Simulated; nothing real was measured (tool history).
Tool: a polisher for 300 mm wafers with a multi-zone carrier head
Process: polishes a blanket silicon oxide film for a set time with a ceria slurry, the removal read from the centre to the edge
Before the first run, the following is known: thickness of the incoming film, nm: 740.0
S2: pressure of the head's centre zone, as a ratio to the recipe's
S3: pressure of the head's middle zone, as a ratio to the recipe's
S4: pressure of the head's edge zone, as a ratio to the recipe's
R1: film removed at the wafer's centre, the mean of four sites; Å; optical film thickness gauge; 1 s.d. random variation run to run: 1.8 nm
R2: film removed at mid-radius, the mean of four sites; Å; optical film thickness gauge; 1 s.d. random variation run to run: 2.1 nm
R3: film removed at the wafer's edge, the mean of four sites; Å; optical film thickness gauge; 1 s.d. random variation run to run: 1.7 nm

run 1 day=0 | flow_of_slurry_(ml/min)=245 S2=1 S3=1 S4=1 polishing_time_(s)=48 | R1=2293.5 R2=2318.1 R3=2325.9
run 2 day=0.367 | flow_of_slurry_(ml/min)=245 S2=1.04 S3=1 S4=1 polishing_time_(s)=48 | R1=2429.9 R2=2350.5 R3=2296
run 3 day=0.508 | flow_of_slurry_(ml/min)=245 S2=1.04 S3=1.04 S4=1 polishing_time_(s)=48 | R1=2387.4 R2=2438.7 R3=2332.5
run 4 day=0.617 | flow_of_slurry_(ml/min)=280 S2=1.04 S3=1.04 S4=1 polishing_time_(s)=48 | R1=2469.7 R2=2439.7 R3=2381
run 5 day=0.642 | flow_of_slurry_(ml/min)=270 S2=1.02 S3=1.04 S4=0.98 polishing_time_(s)=47 | R1=2355.4 R2=2422.8 R3=2225.4
run 6 day=0.754 | flow_of_slurry_(ml/min)=260 S2=1 S3=1.03 S4=0.98 polishing_time_(s)=46 | R1=2233 R2=2359.9 R3=2204.8
run 7 day=0.779 | flow_of_slurry_(ml/min)=255 S2=0.98 S3=1.02 S4=0.97 polishing_time_(s)=45 | R1=2151.6 R2=2262.3 R3=2156.4
run 8 day=1.017 | flow_of_slurry_(ml/min)=250 S2=0.96 S3=1.02 S4=0.96 polishing_time_(s)=44 | R1=2046.1 R2=2180.4 R3=2091.4
run 9 day=1.175 | flow_of_slurry_(ml/min)=245 S2=0.94 S3=1.02 S4=0.95 polishing_time_(s)=43 | R1=1930.3 R2=2137.5 R3=2042.3

Run 10 comes next. What will it give?
run 10 day=1.454 | flow_of_slurry_(ml/min)=245 S2=0.94 S3=1.02 S4=0.95 polishing_time_(s)=43 | R1=? R2=? R3=?

{"run 10": {"R1": 1944.1, "R2": 2201.4, "R3": 2038.4}}
